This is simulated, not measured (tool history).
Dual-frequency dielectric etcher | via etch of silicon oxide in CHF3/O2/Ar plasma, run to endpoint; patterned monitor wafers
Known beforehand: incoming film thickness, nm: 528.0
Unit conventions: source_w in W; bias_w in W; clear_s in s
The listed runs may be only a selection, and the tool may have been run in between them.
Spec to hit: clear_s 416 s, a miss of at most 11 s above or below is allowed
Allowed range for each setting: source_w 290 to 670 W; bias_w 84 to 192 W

| run | hour | source_w | bias_w | clear_s |
|---|---|---|---|---|
| 1 | 0 | 480 | 138 | 318.08 |
| 2 | 2.4 | 460 | 132 | 329.15 |
| 3 | 5.6 | 530 | 132 | 304.6 |
| 4 | 9.8 | 460 | 132 | 328.93 |
| 5 | 14.3 | 440 | 129 | 340.24 |
| 6 | 22.8 | 420 | 127 | 348.06 |
| 7 | 29.4 | 410 | 125 | 356.55 |
| 8 | 34.7 | 400 | 124 | 362.88 |
| 9 | 41.4 | 400 | 124 | 360.08 |
| 10 | 42.6 | 390 | 123 | 367.2 |
| 11 | 50 | 380 | 122 | 373.84 |
| 12 | 50.6 | 370 | 121 | 381.29 |
| 13 | 54.5 | 290 | 110 | 465.36 |
| 14 | 59.5 | 360 | 112 | 394.05 |

Which one of the following 5 next-run settings gets every result inside its allowed miss? There is exactly one.
| A | 64.5 | 350 | 98 | ? |
| B | 64.5 | 430 | 108 | ? |
| C | 64.5 | 430 | 96 | ? |
| D | 64.5 | 320 | 97 | ? |
| E | 64.5 | 400 | 111 | ? |

| move | clear_s |
|---|---|
| A | 416.64 |
| B | 359.56 |
| C | 370.87 |
| D | 442.4 |
| E | 371.9 |
A: hits every target within its allowed miss
B: moves away from the targets compared with the last run
C: moves away from the targets compared with the last run
D: takes the biggest miss from the last run beyond its target
E: moves away from the targets compared with the last run
Correct choice: A, which meets every target
